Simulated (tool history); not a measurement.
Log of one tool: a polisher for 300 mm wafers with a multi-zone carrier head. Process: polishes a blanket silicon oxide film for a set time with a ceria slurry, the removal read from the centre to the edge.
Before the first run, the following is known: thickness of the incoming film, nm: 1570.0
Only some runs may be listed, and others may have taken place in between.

| run | hour | flow of slurry (ml/min) | pressure of the head's centre zone | pressure of the head's middle zone | pressure of the head's edge zone | polishing time (s) | film removed at the wafer's centre (Å) | film removed at mid-radius (Å) | film removed at the wafer's edge (Å) |
|---|---|---|---|---|---|---|---|---|---|
| 1 | 0.0 | 255 | 1.00 | 1.00 | 1.00 | 54 | 1925.6 | 1909.3 | 1911.0 |
| 2 | 6.7 | 255 | 1.05 | 1.00 | 1.00 | 54 | 2031.0 | 1927.6 | 1903.5 |
| 3 | 8.0 | 255 | 1.05 | 1.00 | 1.05 | 54 | 1982.1 | 1932.4 | 1900.1 |
| 4 | 10.1 | 295 | 1.05 | 1.00 | 1.05 | 54 | 2013.4 | 1997.9 | 1957.5 |
| 5 | 14.2 | 300 | 1.06 | 1.01 | 1.05 | 54 | 2072.1 | 1944.4 | 1954.5 |
| 6 | 21.0 | 285 | 1.06 | 1.03 | 1.05 | 55 | 2086.3 | 2053.4 | 1984.6 |
| 7 | 27.5 | 290 | 1.06 | 1.05 | 1.05 | 55 | 2119.1 | 2089.8 | 2001.9 |
| 8 | 32.9 | 330 | 1.05 | 1.15 | 1.03 | 59 | 2268.3 | 2359.9 | 2115.5 |
| 9 | 37.2 | 325 | 1.05 | 1.15 | 1.03 | 59 | 2250.4 | 2362.1 | 2144.4 |

Predict the results of run 10:
| 10 | 41.6 | 325 | 1.05 | 1.15 | 1.02 | 59 | ? | ? | ? |

Run 10 produced film removed at the wafer's centre (Å) 2245.9, film removed at mid-radius (Å) 2376.8, film removed at the wafer's edge (Å) 2115.0.
